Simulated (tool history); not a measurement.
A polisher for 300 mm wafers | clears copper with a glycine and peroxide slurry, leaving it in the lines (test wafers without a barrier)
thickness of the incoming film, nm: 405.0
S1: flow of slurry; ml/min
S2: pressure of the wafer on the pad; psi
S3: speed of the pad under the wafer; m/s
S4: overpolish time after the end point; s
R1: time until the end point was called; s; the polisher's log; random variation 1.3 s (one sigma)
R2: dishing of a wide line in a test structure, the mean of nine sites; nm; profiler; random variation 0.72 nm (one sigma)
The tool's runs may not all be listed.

| run | hour | S1 | S2 | S3 | S4 | R1 | R2 |
|---|---|---|---|---|---|---|---|
| 1 | 0.0 | 225 | 1.9 | 0.92 | 19 | 113.12 | 37.928 |
| 2 | 1.7 | 220 | 1.7 | 0.92 | 22 | 124.05 | 38.580 |
| 3 | 5.4 | 220 | 1.4 | 0.92 | 22 | 142.81 | 35.095 |
| 4 | 6.4 | 220 | 1.4 | 0.92 | 24 | 143.59 | 36.783 |
| 5 | 15.1 | 220 | 1.4 | 0.92 | 26 | 142.86 | 39.403 |
| 6 | 23.9 | 220 | 1.4 | 0.92 | 20 | 142.74 | 30.794 |
| 7 | 32.4 | 220 | 1.4 | 0.92 | 23 | 140.14 | 35.006 |

Predict the results of run 8:
| 8 | 34.7 | 220 | 1.4 | 0.92 | 25 | ? | ? |

Run 8 gave R1 140.16 s, R2 38.505 nm.

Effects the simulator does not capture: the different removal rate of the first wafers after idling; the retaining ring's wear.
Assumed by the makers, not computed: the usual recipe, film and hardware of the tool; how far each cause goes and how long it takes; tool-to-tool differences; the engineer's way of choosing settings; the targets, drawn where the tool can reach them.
